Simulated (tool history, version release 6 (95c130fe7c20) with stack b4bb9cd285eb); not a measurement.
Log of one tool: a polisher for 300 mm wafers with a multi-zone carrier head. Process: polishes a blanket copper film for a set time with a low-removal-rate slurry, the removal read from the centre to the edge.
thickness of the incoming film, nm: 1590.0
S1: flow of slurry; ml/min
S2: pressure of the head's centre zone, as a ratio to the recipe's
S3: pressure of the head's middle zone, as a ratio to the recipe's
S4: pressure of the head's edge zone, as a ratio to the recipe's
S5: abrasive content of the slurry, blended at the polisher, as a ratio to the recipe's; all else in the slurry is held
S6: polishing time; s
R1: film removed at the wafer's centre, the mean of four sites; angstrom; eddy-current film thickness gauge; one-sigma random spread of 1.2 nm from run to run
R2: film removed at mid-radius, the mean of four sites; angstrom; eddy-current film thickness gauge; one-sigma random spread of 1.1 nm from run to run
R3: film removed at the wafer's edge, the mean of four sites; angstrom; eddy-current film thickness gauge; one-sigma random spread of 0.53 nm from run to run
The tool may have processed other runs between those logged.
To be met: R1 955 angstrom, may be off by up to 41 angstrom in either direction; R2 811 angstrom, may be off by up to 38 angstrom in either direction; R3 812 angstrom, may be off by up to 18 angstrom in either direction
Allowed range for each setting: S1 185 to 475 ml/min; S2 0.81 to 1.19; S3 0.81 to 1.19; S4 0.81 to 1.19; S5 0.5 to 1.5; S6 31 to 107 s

Run 1, day 0: S1 305 ml/min, S2 1, S3 1, S4 1, S5 1, S6 69 s. Result: R1 1483.2 angstrom, R2 1494.7 angstrom, R3 1493.2 angstrom.
Run 2, day 0.329: S1 305 ml/min, S2 1, S3 1, S4 0.96, S5 1, S6 69 s. Result: R1 1479.7 angstrom, R2 1505.3 angstrom, R3 1460.3 angstrom.
Run 3, day 0.375: S1 305 ml/min, S2 1, S3 1, S4 1.04, S5 1, S6 69 s. Result: R1 1495.5 angstrom, R2 1499.7 angstrom, R3 1509.5 angstrom.
Run 4, day 0.588: S1 305 ml/min, S2 1, S3 1, S4 1.04, S5 1, S6 82 s. Result: R1 1764.8 angstrom, R2 1774 angstrom, R3 1800.4 angstrom.
Run 5, day 0.671: S1 305 ml/min, S2 1.08, S3 1, S4 1.04, S5 1, S6 82 s. Result: R1 1886.2 angstrom, R2 1825 angstrom, R3 1812.2 angstrom.
Run 6, day 1.012: S1 305 ml/min, S2 1.08, S3 1, S4 1.01, S5 1, S6 82 s. Result: R1 1857 angstrom, R2 1772.7 angstrom, R3 1791.3 angstrom.
Run 7, day 1.292: S1 305 ml/min, S2 1.09, S3 0.99, S4 0.99, S5 0.9, S6 75 s. Result: R1 1721.1 angstrom, R2 1586.7 angstrom, R3 1582.4 angstrom.
Run 8, day 1.483: S1 300 ml/min, S2 1.08, S3 0.98, S4 0.97, S5 0.85, S6 69 s. Result: R1 1550.5 angstrom, R2 1430.1 angstrom, R3 1417.6 angstrom.
Run 9, day 1.675: S1 285 ml/min, S2 1.07, S3 0.88, S4 0.87, S5 0.6, S6 50 s. Result: R1 1035.3 angstrom, R2 877.2 angstrom, R3 913.74 angstrom.
Run 10, day 1.704: S1 270 ml/min, S2 1.08, S3 0.89, S4 0.81, S5 0.5, S6 46 s. Result: R1 936.87 angstrom, R2 789.86 angstrom, R3 776.5 angstrom.
Run 11, day 2.033: S1 275 ml/min, S2 1.08, S3 0.89, S4 0.81, S5 0.5, S6 46 s. Result: R1 907.19 angstrom, R2 775.08 angstrom, R3 777.48 angstrom.
Run 12, day 2.2: S1 280 ml/min, S2 1.08, S3 0.89, S4 0.82, S5 0.5, S6 46 s. Result: R1 911.29 angstrom, R2 770.51 angstrom, R3 778.77 angstrom.
Run 13, day 2.571: S1 280 ml/min, S2 1.08, S3 0.89, S4 0.83, S5 0.5, S6 46 s. Result: R1 927.86 angstrom, R2 778.11 angstrom, R3 787.42 angstrom.

Exactly one of the 4 candidate moves below puts every result within its allowed miss. Which one?
Run A, day 2.942: S1 300 ml/min, S2 1.19, S3 0.96, S4 0.81, S5 0.75, S6 42 s. Result: R1 ?, R2 ?, R3 ?.
Run B, day 2.942: S1 280 ml/min, S2 1.19, S3 0.9, S4 0.81, S5 0.9, S6 42 s. Result: R1 ?, R2 ?, R3 ?.
Run C, day 2.942: S1 285 ml/min, S2 1.14, S3 0.96, S4 0.81, S5 0.6, S6 43 s. Result: R1 ?, R2 ?, R3 ?.
Run D, day 2.942: S1 195 ml/min, S2 1.14, S3 0.95, S4 0.87, S5 0.55, S6 47 s. Result: R1 ?, R2 ?, R3 ?.

move      R1      R2      R3
   A  1033.1   812.5  778.92
   B  1065.1  794.62  805.77
   C  965.47  791.56  759.49
   D  990.52  808.83   816.5
A: moves away from the targets compared with the last run
B: gets the furthest-off result to its target, but another result is out of tolerance
C: moves away from the targets compared with the last run
D: hits every target within its allowed miss
Correct choice: D, which meets every target
